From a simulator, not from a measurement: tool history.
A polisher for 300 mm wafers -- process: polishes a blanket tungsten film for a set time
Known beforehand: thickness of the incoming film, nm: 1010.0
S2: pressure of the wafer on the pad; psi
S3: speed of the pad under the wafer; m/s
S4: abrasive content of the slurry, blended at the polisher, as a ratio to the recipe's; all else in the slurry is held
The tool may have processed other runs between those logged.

run 1 hour=0.0 | flow_of_slurry_(ml/min)=160 S2=4.0 S3=1.36 S4=1.0 polishing_time_(s)=54 | film_removed_(angstrom)=4218.7
run 2 hour=5.0 | flow_of_slurry_(ml/min)=160 S2=4.0 S3=1.36 S4=1.0 polishing_time_(s)=57 | film_removed_(angstrom)=4346.3
run 3 hour=7.5 | flow_of_slurry_(ml/min)=160 S2=3.6 S3=1.32 S4=1.0 polishing_time_(s)=57 | film_removed_(angstrom)=3818.5
run 4 hour=16.2 | flow_of_slurry_(ml/min)=160 S2=3.6 S3=1.32 S4=1.0 polishing_time_(s)=54 | film_removed_(angstrom)=3669.8
run 5 hour=23.2 | flow_of_slurry_(ml/min)=160 S2=2.7 S3=1.32 S4=1.0 polishing_time_(s)=54 | film_removed_(angstrom)=2774.6
run 6 hour=29.8 | flow_of_slurry_(ml/min)=160 S2=3.3 S3=1.32 S4=1.0 polishing_time_(s)=54 | film_removed_(angstrom)=3409.6
run 7 hour=32.6 | flow_of_slurry_(ml/min)=160 S2=3.0 S3=1.30 S4=1.0 polishing_time_(s)=54 | film_removed_(angstrom)=3040.5
run 8 hour=35.0 | flow_of_slurry_(ml/min)=155 S2=1.9 S3=1.28 S4=1.0 polishing_time_(s)=54 | film_removed_(angstrom)=1901.4
run 9 hour=38.7 | flow_of_slurry_(ml/min)=155 S2=1.9 S3=1.28 S4=1.0 polishing_time_(s)=54 | film_removed_(angstrom)=1884.2
run 10 hour=43.8 | flow_of_slurry_(ml/min)=160 S2=1.9 S3=1.28 S4=1.0 polishing_time_(s)=54 | film_removed_(angstrom)=1950.2
run 11 hour=49.3 | flow_of_slurry_(ml/min)=165 S2=1.9 S3=1.28 S4=1.0 polishing_time_(s)=54 | film_removed_(angstrom)=1911.8
run 12 hour=57.8 | flow_of_slurry_(ml/min)=165 S2=2.0 S3=1.28 S4=1.0 polishing_time_(s)=54 | film_removed_(angstrom)=2024.2

The next listed run, before its measurement:
run 13 hour=62.2 | flow_of_slurry_(ml/min)=170 S2=2.0 S3=1.28 S4=1.0 polishing_time_(s)=54 | film_removed_(angstrom)=?

film removed (angstrom): 1985.0
